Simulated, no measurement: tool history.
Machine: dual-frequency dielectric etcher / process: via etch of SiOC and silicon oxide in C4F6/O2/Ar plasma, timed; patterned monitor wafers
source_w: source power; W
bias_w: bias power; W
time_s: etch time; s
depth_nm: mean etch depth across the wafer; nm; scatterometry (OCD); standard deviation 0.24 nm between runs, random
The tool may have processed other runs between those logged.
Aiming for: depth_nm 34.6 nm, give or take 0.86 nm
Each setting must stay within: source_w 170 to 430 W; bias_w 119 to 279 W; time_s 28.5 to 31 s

run,day,source_w,bias_w,time_s,depth_nm
1,0,300,199,31,31.831
2,0.208,250,199,31,28.465
3,0.379,250,215,31,29.278
4,0.629,260,216,31,30.037
5,0.992,270,217,31,30.89
6,1.35,240,217,31,28.047
7,1.538,250,218,31,29.34
8,1.85,260,219,31,30.191
9,1.983,270,220,31,30.989
10,2.117,280,221,31,31.782
11,2.154,290,221,31,32.784
12,2.471,300,222,31,32.869
13,2.617,300,222,31,32.998
14,2.662,310,223,31,33.787

Pick the move, out of 4, that brings all results within their allowed miss; only one does.
A,2.708,350,211,28.5,?
B,2.708,330,212,31,?
C,2.708,300,230,29.5,?
D,2.708,330,200,29.5,?

move,depth_nm
A,32.803
B,34.548
C,31.852
D,32.308
A: moves away from the targets compared with the last run
B: every result lands within tolerance
C: moves away from the targets compared with the last run
D: moves away from the targets compared with the last run
The right move is B.
